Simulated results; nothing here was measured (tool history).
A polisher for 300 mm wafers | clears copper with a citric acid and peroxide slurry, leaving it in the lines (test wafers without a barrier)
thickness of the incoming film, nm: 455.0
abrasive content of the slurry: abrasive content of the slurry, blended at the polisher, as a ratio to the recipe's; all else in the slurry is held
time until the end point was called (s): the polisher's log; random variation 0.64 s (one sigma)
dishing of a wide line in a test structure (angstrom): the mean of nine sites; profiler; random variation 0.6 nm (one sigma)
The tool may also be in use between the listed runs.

run	day	flow of slurry (ml/min)	pressure of the wafer on the pad (kPa)	speed of the pad under the wafer (m/s)	abrasive content of the slurry	overpolish time after the end point (s)	time until the end point was called (s)	dishing of a wide line in a test structure (angstrom)
1	0	280	24.8	1.42	1	19	108.24	516.45
2	0.242	280	26.9	1.42	1	17	103	500.99
3	0.517	280	29	1.44	1	15	93.598	482.69
4	0.879	280	25.5	1.44	1	15	102.69	430.56
5	1.204	280	27.6	1.46	1	14	95.083	444.86
6	1.417	280	32.4	1.46	1	14	81.698	506.55
7	1.612	280	33.1	1.46	1	13	81.064	483.46
8	1.742	295	39.3	1.48	1	9	68.109	408.94
9	1.875	290	39.3	1.5	1	9	67.788	415.36
10	2.167	290	39.3	1.56	1	14	66.216	601.25

Run 11 comes next. What will it give?
11	2.408	295	39.3	1.54	1	12	?	?

{"run 11": {"time until the end point was called (s)": 65.036, "dishing of a wide line in a test structure (angstrom)": 543.14}}
